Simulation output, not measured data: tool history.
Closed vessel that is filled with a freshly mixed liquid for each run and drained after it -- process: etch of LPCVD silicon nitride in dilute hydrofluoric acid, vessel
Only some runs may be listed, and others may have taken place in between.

run  hour  temperature setpoint of the liquid (°C)  parts of water to one part of 49 % hydrofluoric acid (parts by volume)  time in the liquid (s)  thickness taken off the LPCVD silicon nitride on a monitor wafer (angstrom)
  1   0.0                                     21.0                                                                     195                    3110                                                                       77.515
  2   7.6                                     23.0                                                                     195                    3110                                                                       87.590
  3  11.3                                     24.5                                                                     195                    3110                                                                       96.101
  4  16.4                                     23.5                                                                     210                    3110                                                                       84.343
  5  22.5                                     22.5                                                                     220                    3110                                                                       74.328
  6  28.2                                     22.0                                                                     230                    3110                                                                       69.116
  7  35.0                                     21.5                                                                     240                    3110                                                                       64.811
  8  36.6                                     21.0                                                                     250                    3110                                                                       59.756
  9  41.0                                     20.5                                                                     255                    3110                                                                       57.273
 10  41.6                                     20.0                                                                     260                    3110                                                                       54.881
 11  45.0                                     19.5                                                                     265                    3110                                                                       52.374
 12  47.0                                     19.0                                                                     270                    3110                                                                       49.036

What does the tool deliver on the next run?
 13  50.2                                     19.0                                                                     275                    3110                                                                            ?

Run 13 came out at thickness taken off the LPCVD silicon nitride on a monitor wafer (angstrom) 48.629.
